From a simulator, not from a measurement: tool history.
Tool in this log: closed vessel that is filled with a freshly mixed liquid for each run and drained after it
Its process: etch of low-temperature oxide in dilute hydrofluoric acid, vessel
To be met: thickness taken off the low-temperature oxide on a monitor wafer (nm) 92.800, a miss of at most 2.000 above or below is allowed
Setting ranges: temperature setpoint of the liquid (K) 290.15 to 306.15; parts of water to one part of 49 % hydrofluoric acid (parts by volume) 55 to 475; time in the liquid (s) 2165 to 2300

run  hour  temperature setpoint of the liquid (K)  parts of water to one part of 49 % hydrofluoric acid (parts by volume)  time in the liquid (s)  thickness taken off the low-temperature oxide on a monitor wafer (nm)
  1   0.0                                  298.15                                                                     265                    2165                                                                 73.378
  2   1.0                                  298.15                                                                     265                    2165                                                                 73.862
  3   9.7                                  299.15                                                                     265                    2165                                                                 76.614
  4  14.6                                  299.15                                                                     265                    2300                                                                 80.884
  5  20.0                                  299.15                                                                     210                    2300                                                                107.960
  6  25.9                                  301.15                                                                     210                    2300                                                                116.060
  7  31.4                                  300.15                                                                     210                    2300                                                                112.310
  8  35.1                                  299.15                                                                     210                    2300                                                                108.330

4 candidate next runs follow, results not yet known. Just one meets every target within its allowed miss. Identify it.
  A  38.8                                  300.15                                                                     230                    2285                                                                      ?
  B  38.8                                  299.15                                                                     230                    2215                                                                      ?
  C  38.8                                  299.65                                                                     195                    2280                                                                      ?
  D  38.8                                  300.65                                                                     170                    2165                                                                      ?

move  thickness taken off the low-temperature oxide on a monitor wafer (nm)
   A                                                                 99.403
   B                                                                 93.024
   C                                                                119.550
   D                                                                139.040
A: moves toward the targets from the last run without getting all of them in spec
B: all results land within tolerance of their targets
C: misses by more than the last run did
D: misses by more than the last run did
Answer: B
